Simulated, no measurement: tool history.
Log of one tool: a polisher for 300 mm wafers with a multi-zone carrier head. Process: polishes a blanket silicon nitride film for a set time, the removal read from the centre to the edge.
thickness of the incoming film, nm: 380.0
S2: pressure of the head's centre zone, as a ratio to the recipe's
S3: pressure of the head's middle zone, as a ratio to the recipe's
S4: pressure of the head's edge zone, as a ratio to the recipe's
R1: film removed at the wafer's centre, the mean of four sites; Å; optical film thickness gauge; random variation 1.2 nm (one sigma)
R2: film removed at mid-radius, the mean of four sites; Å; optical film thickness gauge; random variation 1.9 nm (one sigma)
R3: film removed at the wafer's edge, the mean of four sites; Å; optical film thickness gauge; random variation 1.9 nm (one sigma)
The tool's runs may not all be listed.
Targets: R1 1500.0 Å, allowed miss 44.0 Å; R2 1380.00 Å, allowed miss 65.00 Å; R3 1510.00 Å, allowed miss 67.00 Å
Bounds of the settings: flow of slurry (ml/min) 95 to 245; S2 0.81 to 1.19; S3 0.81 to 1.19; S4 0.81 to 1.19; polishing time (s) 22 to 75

Run 1, hour 0.0: flow of slurry (ml/min) 155, S2 1.00, S3 1.00, S4 1.00, polishing time (s) 48. Result: R1 1221.7 Å, R2 1153.50 Å, R3 1163.40 Å.
Run 2, hour 7.4: flow of slurry (ml/min) 155, S2 1.00, S3 0.97, S4 1.00, polishing time (s) 48. Result: R1 1248.3 Å, R2 1152.20 Å, R3 1122.80 Å.
Run 3, hour 13.1: flow of slurry (ml/min) 155, S2 1.06, S3 0.97, S4 1.00, polishing time (s) 48. Result: R1 1299.7 Å, R2 1121.70 Å, R3 1124.80 Å.
Run 4, hour 17.6: flow of slurry (ml/min) 155, S2 1.06, S3 0.93, S4 1.00, polishing time (s) 48. Result: R1 1301.1 Å, R2 1112.00 Å, R3 1133.50 Å.
At hour 24.8: centre zone pressure recalibrated.
Run 5, hour 24.8: flow of slurry (ml/min) 155, S2 1.06, S3 0.93, S4 1.00, polishing time (s) 39. Result: R1 1012.7 Å, R2 857.01 Å, R3 929.63 Å.
Run 6, hour 30.1: flow of slurry (ml/min) 160, S2 1.05, S3 0.93, S4 1.02, polishing time (s) 41. Result: R1 1050.0 Å, R2 943.66 Å, R3 953.86 Å.
Run 7, hour 32.9: flow of slurry (ml/min) 155, S2 1.03, S3 0.95, S4 1.01, polishing time (s) 43. Result: R1 1081.3 Å, R2 981.12 Å, R3 1021.20 Å.
Run 8, hour 40.9: flow of slurry (ml/min) 150, S2 1.03, S3 0.95, S4 1.03, polishing time (s) 45. Result: R1 1110.7 Å, R2 1044.70 Å, R3 1056.10 Å.
Run 9, hour 46.2: flow of slurry (ml/min) 145, S2 1.02, S3 0.95, S4 1.02, polishing time (s) 47. Result: R1 1154.1 Å, R2 1067.40 Å, R3 1124.60 Å.
Run 10, hour 53.7: flow of slurry (ml/min) 140, S2 1.03, S3 0.96, S4 1.03, polishing time (s) 48. Result: R1 1170.5 Å, R2 1091.40 Å, R3 1120.60 Å.
Run 11, hour 57.0: flow of slurry (ml/min) 140, S2 1.02, S3 0.94, S4 1.02, polishing time (s) 49. Result: R1 1189.4 Å, R2 1082.00 Å, R3 1164.40 Å.
Run 12, hour 62.7: flow of slurry (ml/min) 140, S2 1.01, S3 0.94, S4 1.02, polishing time (s) 50. Result: R1 1201.6 Å, R2 1122.70 Å, R3 1135.50 Å.
Run 13, hour 69.4: flow of slurry (ml/min) 140, S2 1.03, S3 0.97, S4 1.03, polishing time (s) 50. Result: R1 1219.1 Å, R2 1146.60 Å, R3 1183.00 Å.
Run 14, hour 78.4: flow of slurry (ml/min) 185, S2 1.13, S3 1.07, S4 1.13, polishing time (s) 52. Result: R1 1481.4 Å, R2 1361.10 Å, R3 1326.30 Å.
Run 15, hour 81.0: flow of slurry (ml/min) 185, S2 1.12, S3 1.06, S4 1.14, polishing time (s) 53. Result: R1 1485.3 Å, R2 1393.50 Å, R3 1342.10 Å.

Which of these 5 next moves meets every target?
Run A, hour 83.6: flow of slurry (ml/min) 130, S2 1.01, S3 1.00, S4 1.19, polishing time (s) 60. Result: R1 ?, R2 ?, R3 ?.
Run B, hour 83.6: flow of slurry (ml/min) 235, S2 1.18, S3 1.11, S4 1.06, polishing time (s) 50. Result: R1 ?, R2 ?, R3 ?.
Run C, hour 83.6: flow of slurry (ml/min) 225, S2 1.10, S3 1.10, S4 1.07, polishing time (s) 51. Result: R1 ?, R2 ?, R3 ?.
Run D, hour 83.6: flow of slurry (ml/min) 120, S2 1.03, S3 0.93, S4 1.19, polishing time (s) 65. Result: R1 ?, R2 ?, R3 ?.
Run E, hour 83.6: flow of slurry (ml/min) 140, S2 1.07, S3 0.99, S4 1.19, polishing time (s) 59. Result: R1 ?, R2 ?, R3 ?.

move      R1       R2       R3
   A  1395.4  1376.70  1515.90
   B  1535.7  1394.50  1285.80
   C  1450.2  1404.00  1312.20
   D  1504.6  1374.00  1619.80
   E  1483.8  1365.90  1509.70
A: brings the result that was furthest off to its target, and leaves another outside
B: further off than the last run
C: further off than the last run
D: takes the result that was furthest off past its target
E: meets every target
Answer: E

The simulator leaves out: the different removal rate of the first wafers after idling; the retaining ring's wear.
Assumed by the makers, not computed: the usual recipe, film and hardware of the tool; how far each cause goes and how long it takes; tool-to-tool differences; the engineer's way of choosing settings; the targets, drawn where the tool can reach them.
